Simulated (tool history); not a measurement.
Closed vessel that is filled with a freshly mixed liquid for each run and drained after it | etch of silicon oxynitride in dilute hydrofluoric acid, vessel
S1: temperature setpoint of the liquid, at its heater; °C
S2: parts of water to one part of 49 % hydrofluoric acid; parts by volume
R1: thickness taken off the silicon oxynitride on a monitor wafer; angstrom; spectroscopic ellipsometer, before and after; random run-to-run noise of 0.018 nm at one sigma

run 1 hour=0.0 | S1=23.0 S2=130 time_in_the_liquid_(s)=190 | R1=32.657
run 2 hour=0.9 | S1=23.0 S2=155 time_in_the_liquid_(s)=190 | R1=26.864
run 3 hour=7.3 | S1=20.0 S2=155 time_in_the_liquid_(s)=190 | R1=23.433
run 4 hour=13.7 | S1=22.0 S2=155 time_in_the_liquid_(s)=190 | R1=25.686
run 5 hour=17.0 | S1=23.5 S2=145 time_in_the_liquid_(s)=190 | R1=29.820
run 6 hour=25.9 | S1=23.5 S2=110 time_in_the_liquid_(s)=190 | R1=40.070
run 7 hour=33.9 | S1=23.5 S2=110 time_in_the_liquid_(s)=190 | R1=40.203
run 8 hour=39.8 | S1=25.0 S2=110 time_in_the_liquid_(s)=190 | R1=43.074
run 9 hour=47.5 | S1=26.0 S2=110 time_in_the_liquid_(s)=190 | R1=45.485
run 10 hour=49.9 | S1=27.0 S2=110 time_in_the_liquid_(s)=190 | R1=47.421
run 11 hour=53.6 | S1=27.5 S2=110 time_in_the_liquid_(s)=190 | R1=48.723
run 12 hour=55.5 | S1=28.0 S2=110 time_in_the_liquid_(s)=190 | R1=49.755
run 13 hour=57.4 | S1=28.5 S2=110 time_in_the_liquid_(s)=190 | R1=50.823
run 14 hour=58.3 | S1=29.0 S2=110 time_in_the_liquid_(s)=190 | R1=52.416

Run 15 is up next; what results do you expect?
run 15 hour=60.2 | S1=29.5 S2=110 time_in_the_liquid_(s)=190 | R1=?

R1: 53.387 angstrom

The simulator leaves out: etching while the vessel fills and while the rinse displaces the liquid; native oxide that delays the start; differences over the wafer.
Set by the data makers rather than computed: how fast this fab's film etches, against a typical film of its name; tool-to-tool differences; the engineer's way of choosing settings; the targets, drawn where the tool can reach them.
